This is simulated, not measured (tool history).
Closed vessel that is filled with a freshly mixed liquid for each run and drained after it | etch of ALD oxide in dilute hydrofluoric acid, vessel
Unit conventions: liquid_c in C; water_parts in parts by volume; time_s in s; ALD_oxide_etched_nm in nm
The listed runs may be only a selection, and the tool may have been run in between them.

Run 1, hour 0: liquid_c 25 C, water_parts 260 parts by volume, time_s 165 s. Result: ALD_oxide_etched_nm 12.36 nm.
Run 2, hour 6.9: liquid_c 25 C, water_parts 260 parts by volume, time_s 130 s. Result: ALD_oxide_etched_nm 9.8082 nm.
Run 3, hour 14.9: liquid_c 23 C, water_parts 260 parts by volume, time_s 130 s. Result: ALD_oxide_etched_nm 9.0843 nm.
Run 4, hour 19.9: liquid_c 22 C, water_parts 265 parts by volume, time_s 130 s. Result: ALD_oxide_etched_nm 8.6604 nm.
Run 5, hour 25.5: liquid_c 21 C, water_parts 275 parts by volume, time_s 130 s. Result: ALD_oxide_etched_nm 7.9289 nm.
Run 6, hour 27.9: liquid_c 21 C, water_parts 220 parts by volume, time_s 130 s. Result: ALD_oxide_etched_nm 10.332 nm.
Run 7, hour 34.6: liquid_c 20 C, water_parts 240 parts by volume, time_s 130 s. Result: ALD_oxide_etched_nm 9.0011 nm.
Run 8, hour 38.5: liquid_c 20 C, water_parts 240 parts by volume, time_s 130 s. Result: ALD_oxide_etched_nm 8.9465 nm.
Run 9, hour 41.1: liquid_c 19.5 C, water_parts 255 parts by volume, time_s 130 s. Result: ALD_oxide_etched_nm 8.2411 nm.

The next listed run, before its measurement:
Run 10, hour 47.7: liquid_c 19 C, water_parts 265 parts by volume, time_s 130 s. Result: ALD_oxide_etched_nm ?.

ALD_oxide_etched_nm: 7.6664 nm
